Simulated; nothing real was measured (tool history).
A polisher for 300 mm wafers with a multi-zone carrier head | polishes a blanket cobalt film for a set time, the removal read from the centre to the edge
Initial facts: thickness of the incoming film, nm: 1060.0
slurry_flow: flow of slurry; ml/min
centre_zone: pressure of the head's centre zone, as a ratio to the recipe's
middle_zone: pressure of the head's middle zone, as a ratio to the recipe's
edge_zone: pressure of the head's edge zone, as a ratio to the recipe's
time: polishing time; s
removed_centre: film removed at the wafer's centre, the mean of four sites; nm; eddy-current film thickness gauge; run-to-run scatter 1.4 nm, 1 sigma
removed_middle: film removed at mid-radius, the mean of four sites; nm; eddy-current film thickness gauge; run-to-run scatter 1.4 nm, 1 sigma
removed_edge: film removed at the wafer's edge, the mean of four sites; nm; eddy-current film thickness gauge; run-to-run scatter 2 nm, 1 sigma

run,hour,slurry_flow,centre_zone,middle_zone,edge_zone,time,removed_centre,removed_middle,removed_edge
1,0.0,315,1.00,1.00,1.00,41,163.42,171.63,161.30
2,3.9,315,1.00,1.06,1.00,41,165.86,180.32,163.88
3,10.4,315,1.00,1.06,1.08,41,164.63,176.04,172.73
4,15.4,310,1.00,1.02,1.08,40,160.57,170.90,166.09
5,21.2,310,1.00,1.02,1.15,40,161.78,171.43,173.73
6,22.2,310,0.97,1.02,1.15,40,155.21,169.37,173.51

The next listed run, before its measurement:
7,29.9,310,0.98,0.98,1.16,39,?,?,?

{"run 7": {"removed_centre": 151.86, "removed_middle": 159.34, "removed_edge": 166.1}}
